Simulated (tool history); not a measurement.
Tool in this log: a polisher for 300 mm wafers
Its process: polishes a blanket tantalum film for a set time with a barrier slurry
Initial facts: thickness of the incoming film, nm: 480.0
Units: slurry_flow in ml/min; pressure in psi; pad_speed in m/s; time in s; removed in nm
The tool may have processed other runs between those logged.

run,hour,slurry_flow,pressure,pad_speed,slurry_solids,time,removed
1,0.0,285,1.8,1.28,1.00,30,57.956
2,2.9,285,1.5,1.26,1.00,30,48.798
3,11.4,260,1.5,1.26,1.00,30,48.314
4,16.6,260,1.3,1.24,1.00,30,42.352
5,20.5,260,1.3,1.24,1.00,30,42.512
6,24.7,260,1.3,1.24,1.15,30,44.529
7,31.6,260,1.1,1.22,1.15,30,38.684

Run 8 comes next. What will it give?
8,34.6,260,1.0,1.22,1.15,30,?

Run 8 yielded removed 35.810 nm.
